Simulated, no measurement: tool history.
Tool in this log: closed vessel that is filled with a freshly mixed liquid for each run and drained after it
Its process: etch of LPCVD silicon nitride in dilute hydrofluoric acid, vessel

run    day  temperature setpoint of the liquid (C)  parts of water to one part of 49 % hydrofluoric acid (parts by volume)  time in the liquid (s)  thickness taken off the LPCVD silicon nitride on a monitor wafer (angstrom)
  1      0                                      23                                                                     270                    3250                                                                       57.633
  2  0.038                                      26                                                                     270                    3250                                                                       68.997
  3  0.208                                      25                                                                     270                    3250                                                                       63.766
  4  0.446                                    24.5                                                                     270                    3250                                                                       61.852
  5  0.654                                    27.5                                                                     270                    3250                                                                       74.004
  6  0.812                                    27.5                                                                     365                    3250                                                                       54.681

Run 7 has not been measured yet. What should we expect?
  7  1.125                                      27                                                                     365                    3250                                                                            ?

{"run 7": {"thickness taken off the LPCVD silicon nitride on a monitor wafer (angstrom)": 53.633}}
